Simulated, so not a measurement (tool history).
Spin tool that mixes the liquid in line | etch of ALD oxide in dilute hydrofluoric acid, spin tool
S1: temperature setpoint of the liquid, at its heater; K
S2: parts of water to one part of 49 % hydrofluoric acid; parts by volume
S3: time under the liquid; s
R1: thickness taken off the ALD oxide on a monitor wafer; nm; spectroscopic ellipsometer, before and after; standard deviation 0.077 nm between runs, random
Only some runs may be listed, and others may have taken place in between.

Run 1, day 0.000: S1 297.15 K, S2 235 parts by volume, S3 295 s. Result: R1 16.259 nm.
Run 2, day 0.112: S1 295.65 K, S2 255 parts by volume, S3 295 s. Result: R1 14.069 nm.
Run 3, day 0.204: S1 295.65 K, S2 255 parts by volume, S3 315 s. Result: R1 14.823 nm.
Run 4, day 0.238: S1 292.15 K, S2 255 parts by volume, S3 315 s. Result: R1 13.017 nm.
Run 5, day 0.583: S1 292.15 K, S2 255 parts by volume, S3 295 s. Result: R1 12.204 nm.
Run 6, day 0.946: S1 292.15 K, S2 255 parts by volume, S3 295 s. Result: R1 12.050 nm.
Run 7, day 1.133: S1 291.65 K, S2 270 parts by volume, S3 295 s. Result: R1 11.265 nm.

For run 8, what comes out?
Run 8, day 1.217: S1 291.15 K, S2 285 parts by volume, S3 295 s. Result: R1 ?.

R1: 10.332 nm

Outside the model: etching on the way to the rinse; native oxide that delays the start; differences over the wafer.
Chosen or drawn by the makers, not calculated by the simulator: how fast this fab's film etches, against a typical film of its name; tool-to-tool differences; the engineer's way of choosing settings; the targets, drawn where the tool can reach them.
